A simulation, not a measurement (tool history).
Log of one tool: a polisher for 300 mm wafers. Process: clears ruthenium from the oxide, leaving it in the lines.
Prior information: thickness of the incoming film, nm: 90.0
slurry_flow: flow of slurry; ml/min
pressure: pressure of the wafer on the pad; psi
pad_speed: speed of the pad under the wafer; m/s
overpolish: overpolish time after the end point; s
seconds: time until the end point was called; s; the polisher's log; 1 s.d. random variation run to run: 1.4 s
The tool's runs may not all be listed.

run    day  slurry_flow  pressure  pad_speed  overpolish  seconds
  1  0.000          290       2.2       1.28          28   43.641
  2  0.154          290       1.9       1.22          28   53.081
  3  0.454          290       2.1       1.22          28   48.968
  4  0.500          290       2.1       1.22          30   48.880
  5  0.529          290       2.1       1.22          28   49.662
  6  0.829          290       2.5       1.22          28   41.192
  7  1.012          290       2.1       1.18          28   49.598
  8  1.042          290       1.8       1.14          28   60.944
  9  1.271          290       1.6       1.14          28   65.951

Expected results for the next run?
 10  1.417          290       1.5       1.14          28        ?

seconds: 70.504 s
